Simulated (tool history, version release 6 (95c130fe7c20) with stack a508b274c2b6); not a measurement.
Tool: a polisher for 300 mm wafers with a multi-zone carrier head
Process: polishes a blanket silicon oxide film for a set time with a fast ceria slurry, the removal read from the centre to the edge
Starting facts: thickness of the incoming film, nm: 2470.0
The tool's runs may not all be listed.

| run | hour | flow of slurry (ml/min) | pressure of the head's centre zone | pressure of the head's middle zone | pressure of the head's edge zone | polishing time (s) | film removed at the wafer's centre (angstrom) | film removed at mid-radius (angstrom) | film removed at the wafer's edge (angstrom) |
|---|---|---|---|---|---|---|---|---|---|
| 1 | 0 | 260 | 1 | 1 | 1 | 42 | 5513.2 | 5514.7 | 5506.2 |
| 2 | 6.3 | 260 | 1 | 1 | 0.92 | 42 | 5459.4 | 5528.7 | 5176.4 |
| 3 | 11.6 | 230 | 1 | 1 | 0.92 | 42 | 5382.5 | 5439.2 | 5197 |
| 4 | 20 | 230 | 1.08 | 1 | 0.92 | 42 | 5838 | 5366 | 5109.1 |
| 5 | 28.3 | 230 | 1.05 | 0.99 | 0.91 | 38 | 5158.9 | 4967.6 | 4699.3 |
| 6 | 34.8 | 215 | 1.03 | 0.97 | 0.89 | 35 | 4561.2 | 4395.4 | 4280 |
| 7 | 42 | 225 | 1.02 | 0.97 | 0.88 | 32 | 4121.7 | 4044.4 | 3824.5 |

Run 8, settings as shown, results not yet in. Your forecast:
| 8 | 45.5 | 230 | 1 | 0.96 | 0.87 | 31 | ? | ? | ? |

For run 8 the tool returned film removed at the wafer's centre (angstrom) 3988.1, film removed at mid-radius (angstrom) 3882.4, film removed at the wafer's edge (angstrom) 3691.3.
